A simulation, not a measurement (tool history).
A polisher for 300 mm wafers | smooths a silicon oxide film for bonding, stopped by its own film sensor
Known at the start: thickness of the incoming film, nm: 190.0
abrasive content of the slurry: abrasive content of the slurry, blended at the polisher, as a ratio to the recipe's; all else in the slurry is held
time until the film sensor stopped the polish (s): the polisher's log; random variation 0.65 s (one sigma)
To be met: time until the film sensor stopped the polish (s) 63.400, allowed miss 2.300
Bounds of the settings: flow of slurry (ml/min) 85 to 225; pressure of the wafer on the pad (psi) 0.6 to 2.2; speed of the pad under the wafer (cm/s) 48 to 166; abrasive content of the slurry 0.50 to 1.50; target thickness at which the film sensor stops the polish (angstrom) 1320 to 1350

| run | hour | flow of slurry (ml/min) | pressure of the wafer on the pad (psi) | speed of the pad under the wafer (cm/s) | abrasive content of the slurry | target thickness at which the film sensor stops the polish (angstrom) | time until the film sensor stopped the polish (s) |
|---|---|---|---|---|---|---|---|
| 1 | 0.0 | 145 | 1.4 | 106 | 1.00 | 1350 | 133.040 |
| 2 | 6.1 | 150 | 1.6 | 110 | 1.00 | 1350 | 115.170 |
| 3 | 9.8 | 150 | 1.4 | 110 | 1.00 | 1350 | 130.580 |
| 4 | 14.8 | 150 | 1.4 | 88 | 1.00 | 1350 | 153.730 |
| 5 | 17.9 | 150 | 1.6 | 98 | 1.00 | 1350 | 124.180 |
| 6 | 24.7 | 150 | 1.9 | 98 | 1.00 | 1350 | 104.890 |
| 7 | 30.6 | 155 | 2.0 | 108 | 1.00 | 1350 | 93.240 |
| 8 | 38.6 | 160 | 2.2 | 138 | 1.05 | 1350 | 66.333 |
| 9 | 40.8 | 160 | 2.2 | 140 | 1.05 | 1350 | 66.451 |
|  | 44.4 | slurry blender recalibrated |
| 10 | 44.4 | 160 | 2.2 | 142 | 1.05 | 1350 | 58.917 |

5 next moves are on the table. One of them brings every result within its allowed miss. Which?
| A | 48.0 | 140 | 2.2 | 114 | 1.10 | 1350 | ? |
| B | 48.0 | 160 | 2.2 | 136 | 1.10 | 1320 | ? |
| C | 48.0 | 190 | 2.2 | 160 | 1.15 | 1320 | ? |
| D | 48.0 | 170 | 2.2 | 136 | 1.15 | 1350 | ? |
| E | 48.0 | 160 | 2.2 | 150 | 1.00 | 1350 | ? |

| move | time until the film sensor stopped the polish (s) |
|---|---|
| A | 70.434 |
| B | 62.893 |
| C | 52.709 |
| D | 57.907 |
| E | 57.566 |
A: takes the result that was furthest off past its target
B: meets every target
C: further off than the last run
D: further off than the last run
E: further off than the last run
The right move is B.

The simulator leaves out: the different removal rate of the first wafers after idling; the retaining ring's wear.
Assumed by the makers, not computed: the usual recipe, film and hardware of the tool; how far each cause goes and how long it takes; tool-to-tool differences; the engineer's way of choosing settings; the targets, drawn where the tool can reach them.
